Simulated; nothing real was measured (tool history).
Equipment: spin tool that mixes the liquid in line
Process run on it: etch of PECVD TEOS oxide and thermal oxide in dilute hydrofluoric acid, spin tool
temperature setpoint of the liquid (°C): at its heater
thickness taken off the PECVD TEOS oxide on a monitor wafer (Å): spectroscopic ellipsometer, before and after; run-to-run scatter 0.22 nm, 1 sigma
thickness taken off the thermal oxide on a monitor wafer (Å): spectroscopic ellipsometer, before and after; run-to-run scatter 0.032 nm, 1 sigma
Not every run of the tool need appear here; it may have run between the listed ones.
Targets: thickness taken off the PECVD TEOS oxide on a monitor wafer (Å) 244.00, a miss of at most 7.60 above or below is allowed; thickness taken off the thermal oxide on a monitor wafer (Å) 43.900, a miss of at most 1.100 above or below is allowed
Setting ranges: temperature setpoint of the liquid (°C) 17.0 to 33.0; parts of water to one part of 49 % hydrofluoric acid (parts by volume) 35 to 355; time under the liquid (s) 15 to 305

run  hour  temperature setpoint of the liquid (°C)  parts of water to one part of 49 % hydrofluoric acid (parts by volume)  time under the liquid (s)  thickness taken off the PECVD TEOS oxide on a monitor wafer (Å)  thickness taken off the thermal oxide on a monitor wafer (Å)
  1   0.0                                     25.0                                                                     195                        155                                                           202.94                                                        36.197
  2   1.6                                     26.0                                                                     195                        155                                                           208.87                                                        37.871
  3   3.0                                     26.5                                                                     195                        155                                                           215.02                                                        38.737
  4   4.9                                     26.5                                                                     155                        155                                                           276.75                                                        50.464
  5   9.4                                     26.0                                                                     155                        155                                                           274.00                                                        50.103
  6  16.5                                     25.5                                                                     155                        155                                                           267.28                                                        48.897
  7  24.4                                     25.0                                                                     155                        155                                                           264.81                                                        47.744
  8  25.7                                     24.5                                                                     155                        155                                                           259.97                                                        47.004
  9  32.5                                     24.0                                                                     155                        155                                                           255.53                                                        45.827
 10  37.0                                     23.5                                                                     155                        155                                                           250.41                                                        45.982

Exactly one of the 4 candidate moves below puts every result within its allowed miss. Which one?
  A  41.5                                     23.5                                                                     190                        180                                                                ?                                                             ?
  B  41.5                                     26.0                                                                     200                        195                                                                ?                                                             ?
  C  41.5                                     27.5                                                                     205                        200                                                                ?                                                             ?
  D  41.5                                     24.0                                                                     110                        100                                                                ?                                                             ?

move  thickness taken off the PECVD TEOS oxide on a monitor wafer (Å)  thickness taken off the thermal oxide on a monitor wafer (Å)
   A                                                           227.94                                                        40.767
   B                                                           254.37                                                        45.494
   C                                                           267.04                                                        47.759
   D                                                           244.23                                                        43.679
A: takes the result that was furthest off past its target
B: better than the last run, though not everything is in spec
C: moves away from the targets compared with the last run
D: every result lands within tolerance
Move D is the one to make.
